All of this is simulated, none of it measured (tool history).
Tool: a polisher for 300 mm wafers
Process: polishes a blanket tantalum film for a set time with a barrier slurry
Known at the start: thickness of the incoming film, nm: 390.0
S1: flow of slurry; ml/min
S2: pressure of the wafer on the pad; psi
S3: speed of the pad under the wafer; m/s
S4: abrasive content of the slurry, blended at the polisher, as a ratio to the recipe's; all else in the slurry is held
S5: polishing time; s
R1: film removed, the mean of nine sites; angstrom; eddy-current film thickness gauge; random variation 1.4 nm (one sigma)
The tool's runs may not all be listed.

run	day	S1	S2	S3	S4	S5	R1
1	0	305	1.3	1.08	1	74	996.36
2	0.292	305	1.3	1.08	0.8	74	913.2
3	0.508	305	1.3	1.08	0.65	74	824.98
4	0.7	305	1.3	1.08	0.65	74	833.09
5	0.738	305	1.5	1.08	0.65	74	959.29
6	0.8	305	1.5	1.08	0.5	74	850.85
7	1.175	305	1.6	1.08	0.5	74	891.33

Forecast run 8:
8	1.267	305	1.7	1.1	0.5	74	?

Run 8 gave R1 966.66 angstrom.
